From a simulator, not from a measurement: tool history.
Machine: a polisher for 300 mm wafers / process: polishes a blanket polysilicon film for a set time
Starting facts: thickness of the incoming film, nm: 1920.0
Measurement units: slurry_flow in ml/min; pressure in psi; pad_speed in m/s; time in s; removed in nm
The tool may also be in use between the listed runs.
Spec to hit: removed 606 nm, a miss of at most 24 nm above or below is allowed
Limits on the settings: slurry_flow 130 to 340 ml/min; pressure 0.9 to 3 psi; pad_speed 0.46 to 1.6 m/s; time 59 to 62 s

{"run": 1, "hour": 0.0, "slurry_flow": 220, "pressure": 1.9, "pad_speed": 1.02, "time": 59, "removed": 363.19}
{"run": 2, "hour": 5.2, "slurry_flow": 220, "pressure": 2.1, "pad_speed": 1.02, "time": 59, "removed": 394.78}
{"run": 3, "hour": 13.7, "slurry_flow": 220, "pressure": 2.3, "pad_speed": 1.02, "time": 59, "removed": 417.63}
{"run": 4, "hour": 22.5, "slurry_flow": 220, "pressure": 2.3, "pad_speed": 0.76, "time": 59, "removed": 317.75}
{"run": 5, "hour": 29.2, "slurry_flow": 220, "pressure": 2.4, "pad_speed": 0.82, "time": 59, "removed": 350.77}
{"run": 6, "hour": 34.8, "slurry_flow": 220, "pressure": 2.5, "pad_speed": 0.88, "time": 59, "removed": 392.78}
{"run": 7, "hour": 38.0, "slurry_flow": 220, "pressure": 2.6, "pad_speed": 0.92, "time": 59, "removed": 420.9}
{"run": 8, "hour": 46.3, "slurry_flow": 220, "pressure": 2.7, "pad_speed": 0.96, "time": 59, "removed": 455.26}
{"run": 9, "hour": 49.5, "slurry_flow": 225, "pressure": 3, "pad_speed": 1.12, "time": 59, "removed": 573.44}

Which single option among these 5 for the next run brings every result within its allowed miss of target? Just one does.
{"run": "A", "hour": 52.7, "slurry_flow": 265, "pressure": 3, "pad_speed": 1.04, "time": 61, "removed": "?"}
{"run": "B", "hour": 52.7, "slurry_flow": 225, "pressure": 3, "pad_speed": 1.12, "time": 62, "removed": "?"}
{"run": "C", "hour": 52.7, "slurry_flow": 230, "pressure": 2.6, "pad_speed": 1.22, "time": 59, "removed": "?"}
{"run": "D", "hour": 52.7, "slurry_flow": 250, "pressure": 2, "pad_speed": 1.5, "time": 59, "removed": "?"}
{"run": "E", "hour": 52.7, "slurry_flow": 265, "pressure": 2.8, "pad_speed": 1.12, "time": 60, "removed": "?"}

move=A removed=559.95
move=B removed=600.71
move=C removed=552.73
move=D removed=552.72
move=E removed=558.55
A: lands further from the targets than the last run did
B: every result lands within tolerance
C: lands further from the targets than the last run did
D: lands further from the targets than the last run did
E: lands further from the targets than the last run did
The move that meets every target is B.
